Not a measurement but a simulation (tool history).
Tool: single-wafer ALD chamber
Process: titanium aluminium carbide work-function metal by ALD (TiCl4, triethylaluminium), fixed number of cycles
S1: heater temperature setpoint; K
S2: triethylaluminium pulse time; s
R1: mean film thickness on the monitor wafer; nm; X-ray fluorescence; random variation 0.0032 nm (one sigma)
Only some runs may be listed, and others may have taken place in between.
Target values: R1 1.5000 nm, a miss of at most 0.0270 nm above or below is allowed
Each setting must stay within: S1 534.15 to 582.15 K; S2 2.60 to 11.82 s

run 1 day=0.000 | S1=558.15 S2=7.21 | R1=1.7606
run 2 day=0.338 | S1=558.15 S2=6.26 | R1=1.6639
run 3 day=0.492 | S1=552.15 S2=6.26 | R1=1.6237
run 4 day=0.658 | S1=552.15 S2=7.50 | R1=1.7383
run 5 day=0.712 | S1=550.15 S2=7.23 | R1=1.7002
run 6 day=0.738 | S1=558.15 S2=7.23 | R1=1.7623
run 7 day=0.808 | S1=546.15 S2=4.92 | R1=1.3386
run 8 day=0.975 | S1=548.15 S2=4.94 | R1=1.3535
run 9 day=1.083 | S1=550.15 S2=4.96 | R1=1.3727
run 10 day=1.421 | S1=552.15 S2=4.98 | R1=1.3890
run 11 day=1.579 | S1=554.15 S2=5.00 | R1=1.3991
run 12 day=1.621 | S1=554.15 S2=5.00 | R1=1.4065
run 13 day=1.888 | S1=555.15 S2=5.02 | R1=1.4144
run 14 day=1.958 | S1=556.15 S2=5.04 | R1=1.4242
run 15 day=1.992 | S1=557.15 S2=5.06 | R1=1.4356
run 16 day=2.054 | S1=558.15 S2=5.08 | R1=1.4489
run 17 day=2.275 | S1=558.15 S2=5.08 | R1=1.4432
run 18 day=2.462 | S1=558.15 S2=5.08 | R1=1.4442
run 19 day=2.788 | S1=559.15 S2=5.10 | R1=1.4547
run 20 day=3.033 | S1=560.15 S2=5.11 | R1=1.4608

Exercise: of the 5 proposed moves below, exactly one satisfies all targets within the stated allowed misses. Which move is it?
run A day=3.279 | S1=556.15 S2=5.34 | R1=?
run B day=3.279 | S1=546.15 S2=5.22 | R1=?
run C day=3.279 | S1=558.15 S2=5.04 | R1=?
run D day=3.279 | S1=560.15 S2=5.02 | R1=?
run E day=3.279 | S1=543.15 S2=6.33 | R1=?

move=A R1=1.4923
move=B R1=1.4072
move=C R1=1.4361
move=D R1=1.4428
move=E R1=1.5680
A: every result lands within tolerance
B: lands further from the targets than the last run did
C: lands further from the targets than the last run did
D: lands further from the targets than the last run did
E: pushes the last run's worst result past its target
Correct choice: A, which meets every target
